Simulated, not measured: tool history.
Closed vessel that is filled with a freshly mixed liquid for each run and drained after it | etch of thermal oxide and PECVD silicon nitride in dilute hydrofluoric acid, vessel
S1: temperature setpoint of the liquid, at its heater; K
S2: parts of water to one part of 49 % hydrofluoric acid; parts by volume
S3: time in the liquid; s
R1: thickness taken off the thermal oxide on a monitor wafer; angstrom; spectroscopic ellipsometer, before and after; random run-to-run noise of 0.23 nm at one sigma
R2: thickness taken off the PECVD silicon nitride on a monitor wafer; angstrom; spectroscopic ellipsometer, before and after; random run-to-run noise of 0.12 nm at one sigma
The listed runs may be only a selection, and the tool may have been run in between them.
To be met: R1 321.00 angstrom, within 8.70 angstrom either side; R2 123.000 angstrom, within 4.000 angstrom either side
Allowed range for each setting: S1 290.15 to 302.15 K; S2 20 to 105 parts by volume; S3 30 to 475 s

run	hour	S1	S2	S3	R1	R2
1	0.0	294.15	55	245	183.86	62.993
2	4.4	295.65	50	245	220.09	76.299
3	13.2	295.65	65	245	163.41	59.493
4	16.0	295.65	55	245	195.91	70.781
5	18.0	295.65	55	295	235.65	85.445
6	21.4	296.65	50	290	266.55	98.318
7	29.2	296.65	50	290	268.30	96.437
8	31.5	296.65	50	290	263.86	96.621
9	39.2	297.15	50	285	268.20	99.762
10	43.7	297.65	50	280	267.30	99.635
11	45.0	298.15	50	275	272.29	104.090
12	53.0	298.65	50	270	273.09	103.330
13	54.4	299.15	50	265	269.57	102.730
14	61.1	299.15	50	265	268.22	107.410
15	67.8	298.15	35	255	364.07	133.330
16	76.1	298.15	35	260	374.79	135.960
17	77.3	298.15	40	265	327.83	123.710
18	78.5	298.15	40	265	328.05	122.450
19	79.4	298.65	40	265	334.10	125.410
20	88.0	299.15	40	270	351.29	131.570
21	97.0	299.15	40	275	353.97	136.230

Pick the move, out of 4, that brings all results within their allowed miss; only one does.
A	106.0	298.65	35	265	?	?
B	106.0	297.65	35	295	?	?
C	106.0	298.65	50	320	?	?
D	106.0	292.65	35	335	?	?

move	R1	R2
A	384.76	142.170
B	410.97	147.940
C	318.53	121.150
D	377.73	119.020
A: the biggest miss grows against the last run
B: the biggest miss grows against the last run
C: each result inside its tolerance
D: the biggest miss grows against the last run
The right move is C.

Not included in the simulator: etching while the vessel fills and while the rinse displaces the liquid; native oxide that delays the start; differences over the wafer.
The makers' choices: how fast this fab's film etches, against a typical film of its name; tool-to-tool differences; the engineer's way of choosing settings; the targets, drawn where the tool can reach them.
